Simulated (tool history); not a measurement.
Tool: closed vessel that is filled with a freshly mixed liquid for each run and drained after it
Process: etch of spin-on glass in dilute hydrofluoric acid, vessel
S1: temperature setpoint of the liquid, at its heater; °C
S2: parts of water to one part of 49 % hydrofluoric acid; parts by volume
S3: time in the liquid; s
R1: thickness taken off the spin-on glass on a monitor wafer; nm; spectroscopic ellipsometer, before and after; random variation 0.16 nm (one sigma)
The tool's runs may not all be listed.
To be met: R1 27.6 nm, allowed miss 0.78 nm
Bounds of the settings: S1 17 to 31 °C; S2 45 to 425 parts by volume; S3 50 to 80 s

| run | hour | S1 | S2 | S3 | R1 |
|---|---|---|---|---|---|
| 1 | 0 | 23 | 235 | 80 | 13.31 |
| 2 | 2.3 | 23 | 235 | 80 | 13.42 |
| 3 | 3.2 | 25.5 | 210 | 80 | 16.933 |
| 4 | 8.7 | 25.5 | 155 | 80 | 24.047 |
| 5 | 10.2 | 25.5 | 155 | 50 | 15.167 |
| 6 | 13.9 | 28.5 | 155 | 50 | 16.993 |
| 7 | 19.6 | 28.5 | 125 | 50 | 21.945 |
| 8 | 22.6 | 29 | 115 | 50 | 24.793 |
| 9 | 30.2 | 29.5 | 110 | 50 | 26.373 |

4 next moves are on the table. One of them brings every result within its allowed miss. Which?
| A | 37.8 | 29 | 105 | 50 | ? |
| B | 37.8 | 29 | 110 | 50 | ? |
| C | 37.8 | 29 | 165 | 80 | ? |
| D | 37.8 | 27.5 | 105 | 50 | ? |

| move | R1 |
|---|---|
| A | 27.278 |
| B | 25.848 |
| C | 25.528 |
| D | 25.781 |
A: meets every target
B: further off than the last run
C: further off than the last run
D: further off than the last run
The right move is A.
